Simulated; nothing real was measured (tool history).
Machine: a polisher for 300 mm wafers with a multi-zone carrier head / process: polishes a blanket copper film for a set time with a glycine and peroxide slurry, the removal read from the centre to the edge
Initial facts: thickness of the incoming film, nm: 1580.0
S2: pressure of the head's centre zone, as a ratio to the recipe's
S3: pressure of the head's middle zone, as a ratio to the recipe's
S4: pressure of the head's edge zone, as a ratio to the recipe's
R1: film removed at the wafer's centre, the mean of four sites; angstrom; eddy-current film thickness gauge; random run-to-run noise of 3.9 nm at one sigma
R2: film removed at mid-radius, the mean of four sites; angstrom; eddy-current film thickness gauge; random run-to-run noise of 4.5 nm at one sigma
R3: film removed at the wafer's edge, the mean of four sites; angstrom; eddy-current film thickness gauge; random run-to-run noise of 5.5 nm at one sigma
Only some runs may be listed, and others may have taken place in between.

Run 1, hour 0: flow of slurry (ml/min) 130, S2 1, S3 1, S4 1, polishing time (s) 63. Result: R1 3817.4 angstrom, R2 3709.4 angstrom, R3 3820.5 angstrom.
Run 2, hour 1.2: flow of slurry (ml/min) 130, S2 1, S3 1.06, S4 1, polishing time (s) 63. Result: R1 3780 angstrom, R2 4000 angstrom, R3 3799.2 angstrom.
Run 3, hour 7.5: flow of slurry (ml/min) 135, S2 1, S3 1.03, S4 1.03, polishing time (s) 65. Result: R1 3942.3 angstrom, R2 4024.3 angstrom, R3 4059.4 angstrom.
Run 4, hour 9.6: flow of slurry (ml/min) 135, S2 1, S3 1.03, S4 1.03, polishing time (s) 51. Result: R1 3135.2 angstrom, R2 3123.4 angstrom, R3 3140.9 angstrom.
Run 5, hour 14.7: flow of slurry (ml/min) 135, S2 0.96, S3 1.03, S4 1.03, polishing time (s) 51. Result: R1 3005.6 angstrom, R2 3189 angstrom, R3 3145.8 angstrom.
Run 6, hour 23.7: flow of slurry (ml/min) 105, S2 0.96, S3 1.03, S4 1.03, polishing time (s) 51. Result: R1 2725.8 angstrom, R2 3017.9 angstrom, R3 2979.2 angstrom.
Run 7, hour 28.3: flow of slurry (ml/min) 140, S2 1.02, S3 0.93, S4 1.13, polishing time (s) 69. Result: R1 4300.1 angstrom, R2 3942.3 angstrom, R3 4453.2 angstrom.
Run 8, hour 33.1: flow of slurry (ml/min) 140, S2 1.02, S3 0.93, S4 1.13, polishing time (s) 69. Result: R1 4324.1 angstrom, R2 3958.8 angstrom, R3 4573.3 angstrom.
Run 9, hour 37.7: flow of slurry (ml/min) 145, S2 1.02, S3 0.92, S4 1.14, polishing time (s) 69. Result: R1 4330 angstrom, R2 3944.5 angstrom, R3 4511.3 angstrom.
Run 10, hour 40: flow of slurry (ml/min) 145, S2 1.02, S3 0.92, S4 1.14, polishing time (s) 69. Result: R1 4332.9 angstrom, R2 3972 angstrom, R3 4602.3 angstrom.
Run 11, hour 42.3: flow of slurry (ml/min) 150, S2 1.02, S3 0.91, S4 1.15, polishing time (s) 69. Result: R1 4318.5 angstrom, R2 3927.6 angstrom, R3 4682.7 angstrom.

Run 12 has not been measured yet. What should we expect?
Run 12, hour 45.1: flow of slurry (ml/min) 155, S2 1.03, S3 0.91, S4 1.15, polishing time (s) 69. Result: R1 ?, R2 ?, R3 ?.

{"run 12": {"R1": 4441.2, "R2": 3924.3, "R3": 4647.4}}

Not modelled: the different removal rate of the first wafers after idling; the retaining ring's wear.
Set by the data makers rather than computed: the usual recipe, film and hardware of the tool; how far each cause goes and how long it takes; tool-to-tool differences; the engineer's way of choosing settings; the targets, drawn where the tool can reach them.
